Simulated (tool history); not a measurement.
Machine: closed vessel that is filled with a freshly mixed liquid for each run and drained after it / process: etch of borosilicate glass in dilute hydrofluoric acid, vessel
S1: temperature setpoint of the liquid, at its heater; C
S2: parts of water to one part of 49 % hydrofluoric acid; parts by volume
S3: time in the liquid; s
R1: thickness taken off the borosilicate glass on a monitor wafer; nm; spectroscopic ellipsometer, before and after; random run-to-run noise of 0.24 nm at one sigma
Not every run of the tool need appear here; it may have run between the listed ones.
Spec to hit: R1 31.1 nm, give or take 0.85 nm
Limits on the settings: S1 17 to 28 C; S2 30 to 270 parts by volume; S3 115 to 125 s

run 1 hour=0 | S1=20 S2=150 S3=115 | R1=25.643
run 2 hour=7.5 | S1=20 S2=195 S3=115 | R1=19.083
run 3 hour=14.7 | S1=22.5 S2=185 S3=115 | R1=21.995
run 4 hour=17.6 | S1=20.5 S2=185 S3=115 | R1=20.333
run 5 hour=25.4 | S1=20.5 S2=205 S3=115 | R1=18.537
run 6 hour=27.7 | S1=20.5 S2=205 S3=125 | R1=19.813
run 7 hour=30.9 | S1=23 S2=195 S3=125 | R1=22.887
run 8 hour=37.6 | S1=23 S2=195 S3=125 | R1=22.989
run 9 hour=45.6 | S1=24.5 S2=185 S3=125 | R1=25.932

4 next moves are on the table. One of them brings every result within its allowed miss. Which?
run A hour=53.6 | S1=25.5 S2=165 S3=120 | R1=?
run B hour=53.6 | S1=24.5 S2=155 S3=120 | R1=?
run C hour=53.6 | S1=28 S2=260 S3=125 | R1=?
run D hour=53.6 | S1=28 S2=190 S3=125 | R1=?

move=A R1=29.978
move=B R1=31.092
move=C R1=19.458
move=D R1=28.844
A: better than the last run, though not everything is in spec
B: every result within its allowed miss
C: the biggest miss grows against the last run
D: better than the last run, though not everything is in spec
Go with B: it meets all targets.
